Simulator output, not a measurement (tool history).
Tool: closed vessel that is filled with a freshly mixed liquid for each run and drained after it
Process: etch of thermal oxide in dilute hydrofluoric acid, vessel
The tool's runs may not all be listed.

| run | hour | temperature setpoint of the liquid (K) | parts of water to one part of 49 % hydrofluoric acid (parts by volume) | time in the liquid (s) | thickness taken off the thermal oxide on a monitor wafer (nm) |
|---|---|---|---|---|---|
| 1 | 0 | 295.15 | 80 | 420 | 23.432 |
| 2 | 7.9 | 292.65 | 80 | 420 | 21.455 |
| 3 | 16.2 | 292.65 | 80 | 420 | 21.299 |
| 4 | 21.8 | 294.65 | 70 | 420 | 26.922 |
| 5 | 25.8 | 294.65 | 90 | 420 | 20.355 |
| 6 | 28.4 | 296.15 | 90 | 420 | 21.665 |
| 7 | 36.3 | 300.15 | 60 | 425 | 40.236 |
| 8 | 38.3 | 300.65 | 55 | 425 | 45.327 |
| 9 | 45.8 | 301.15 | 50 | 425 | 50.264 |

The next listed run, before its measurement:
| 10 | 46.7 | 301.65 | 50 | 425 | ? |

{"run 10": {"thickness taken off the thermal oxide on a monitor wafer (nm)": 51.038}}
